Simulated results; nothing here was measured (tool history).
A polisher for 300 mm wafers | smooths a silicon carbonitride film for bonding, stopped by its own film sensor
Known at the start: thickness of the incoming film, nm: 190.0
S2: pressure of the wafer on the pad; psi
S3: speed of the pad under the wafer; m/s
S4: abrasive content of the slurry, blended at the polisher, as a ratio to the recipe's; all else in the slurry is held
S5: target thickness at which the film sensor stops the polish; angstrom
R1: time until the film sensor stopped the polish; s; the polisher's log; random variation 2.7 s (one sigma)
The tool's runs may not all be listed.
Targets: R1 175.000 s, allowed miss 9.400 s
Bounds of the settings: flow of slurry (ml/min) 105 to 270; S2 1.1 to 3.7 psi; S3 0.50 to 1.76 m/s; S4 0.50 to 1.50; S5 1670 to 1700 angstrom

run 1 day=0.000 | flow_of_slurry_(ml/min)=175 S2=2.4 S3=1.12 S4=1.00 S5=1670 | R1=88.243
run 2 day=0.071 | flow_of_slurry_(ml/min)=175 S2=2.3 S3=1.10 S4=1.00 S5=1670 | R1=93.413
run 3 day=0.183 | flow_of_slurry_(ml/min)=175 S2=2.3 S3=1.34 S4=1.00 S5=1670 | R1=78.802
run 4 day=0.375 | flow_of_slurry_(ml/min)=175 S2=1.9 S3=1.34 S4=1.00 S5=1670 | R1=95.730
run 5 day=0.562 | flow_of_slurry_(ml/min)=175 S2=1.5 S3=1.34 S4=1.00 S5=1670 | R1=121.070
run 6 day=0.742 | flow_of_slurry_(ml/min)=175 S2=1.5 S3=1.32 S4=1.00 S5=1670 | R1=122.170
run 7 day=1.000 | flow_of_slurry_(ml/min)=175 S2=1.5 S3=1.30 S4=1.00 S5=1670 | R1=119.650
run 8 day=1.267 | flow_of_slurry_(ml/min)=175 S2=1.5 S3=1.28 S4=1.00 S5=1670 | R1=122.210
run 9 day=1.371 | flow_of_slurry_(ml/min)=175 S2=1.5 S3=1.26 S4=1.00 S5=1670 | R1=123.010
run 10 day=1.675 | flow_of_slurry_(ml/min)=175 S2=1.5 S3=1.24 S4=1.00 S5=1670 | R1=125.460
run 11 day=2.042 | flow_of_slurry_(ml/min)=175 S2=1.5 S3=1.22 S4=1.00 S5=1670 | R1=127.670
run 12 day=2.383 | flow_of_slurry_(ml/min)=175 S2=1.5 S3=1.22 S4=1.00 S5=1670 | R1=128.310
run 13 day=2.492 | flow_of_slurry_(ml/min)=175 S2=1.5 S3=1.20 S4=1.00 S5=1670 | R1=129.300
run 14 day=2.858 | flow_of_slurry_(ml/min)=175 S2=1.5 S3=1.18 S4=1.00 S5=1670 | R1=128.770
run 15 day=3.004 | flow_of_slurry_(ml/min)=175 S2=1.5 S3=1.16 S4=1.00 S5=1670 | R1=132.800
run 16 day=3.192 | flow_of_slurry_(ml/min)=175 S2=1.1 S3=1.00 S4=0.95 S5=1670 | R1=208.680

4 next moves are on the table. One of them brings every result within its allowed miss. Which?
run A day=3.379 | flow_of_slurry_(ml/min)=140 S2=1.4 S3=0.64 S4=0.90 S5=1670 | R1=?
run B day=3.379 | flow_of_slurry_(ml/min)=155 S2=1.1 S3=1.02 S4=0.90 S5=1690 | R1=?
run C day=3.379 | flow_of_slurry_(ml/min)=195 S2=1.1 S3=0.76 S4=0.95 S5=1670 | R1=?
run D day=3.379 | flow_of_slurry_(ml/min)=105 S2=1.2 S3=1.06 S4=1.15 S5=1680 | R1=?

move=A R1=247.840
move=B R1=196.830
move=C R1=248.270
move=D R1=171.830
A: further off than the last run
B: nearer than the last run, and not there yet
C: further off than the last run
D: meets every target
Move D is the one to make.
